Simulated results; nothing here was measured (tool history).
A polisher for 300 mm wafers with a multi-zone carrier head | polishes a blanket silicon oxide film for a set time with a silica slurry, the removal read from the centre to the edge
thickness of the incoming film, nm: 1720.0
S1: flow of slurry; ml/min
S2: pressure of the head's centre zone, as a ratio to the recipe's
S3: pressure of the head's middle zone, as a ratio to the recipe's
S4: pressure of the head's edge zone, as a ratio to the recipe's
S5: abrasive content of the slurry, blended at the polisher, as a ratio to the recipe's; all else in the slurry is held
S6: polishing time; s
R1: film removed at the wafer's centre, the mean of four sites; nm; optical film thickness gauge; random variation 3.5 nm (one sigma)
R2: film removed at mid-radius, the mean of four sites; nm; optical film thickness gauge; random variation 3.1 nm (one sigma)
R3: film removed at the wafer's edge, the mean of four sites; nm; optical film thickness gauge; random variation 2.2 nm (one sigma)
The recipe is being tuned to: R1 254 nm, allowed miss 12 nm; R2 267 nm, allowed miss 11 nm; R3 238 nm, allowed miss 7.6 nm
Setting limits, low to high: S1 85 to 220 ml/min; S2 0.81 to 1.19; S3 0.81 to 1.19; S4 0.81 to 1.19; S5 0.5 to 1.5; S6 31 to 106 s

| run | hour | S1 | S2 | S3 | S4 | S5 | S6 | R1 | R2 | R3 |
|---|---|---|---|---|---|---|---|---|---|---|
| 1 | 0 | 140 | 1 | 1 | 1 | 1 | 68 | 223.13 | 215.93 | 216.11 |
| 2 | 6.4 | 150 | 1 | 1.02 | 1.01 | 1 | 68 | 226.82 | 229.09 | 220.2 |
| 3 | 14.6 | 160 | 1 | 1.02 | 1.01 | 1 | 68 | 231.46 | 227.38 | 224.62 |
| 4 | 20.2 | 160 | 1 | 1.02 | 0.94 | 1 | 68 | 235.43 | 228.27 | 214.13 |
| 5 | 23.9 | 165 | 1 | 1.03 | 0.95 | 1 | 68 | 240.52 | 229.98 | 216.21 |
| 6 | 27.3 | 165 | 1 | 1.03 | 0.95 | 1.1 | 68 | 256.85 | 253.63 | 230.51 |
| 7 | 36 | 165 | 0.99 | 1.03 | 0.95 | 1.1 | 68 | 248.38 | 247.11 | 229.05 |
| 8 | 39.1 | 170 | 0.99 | 1.04 | 0.95 | 1.1 | 68 | 247.58 | 248.17 | 228.34 |

4 next moves are on the table. One of them brings every result within its allowed miss. Which?
| A | 42.2 | 145 | 0.99 | 1.1 | 0.83 | 1.25 | 66 | ? | ? | ? |
| B | 42.2 | 190 | 0.86 | 0.93 | 0.96 | 0.95 | 80 | ? | ? | ? |
| C | 42.2 | 185 | 1 | 0.97 | 0.98 | 1.1 | 68 | ? | ? | ? |
| D | 42.2 | 160 | 0.94 | 1.02 | 0.83 | 1.05 | 77 | ? | ? | ? |

| move | R1 | R2 | R3 |
|---|---|---|---|
| A | 251.91 | 260.08 | 224.29 |
| B | 235.81 | 242.4 | 253.92 |
| C | 256.1 | 234.1 | 239.29 |
| D | 257.61 | 262.34 | 240.2 |
A: meets the target for the result that was furthest off, but another lies outside its allowed miss
B: moves away from the targets compared with the last run
C: moves away from the targets compared with the last run
D: all results land within tolerance of their targets
Go with D: it meets all targets.
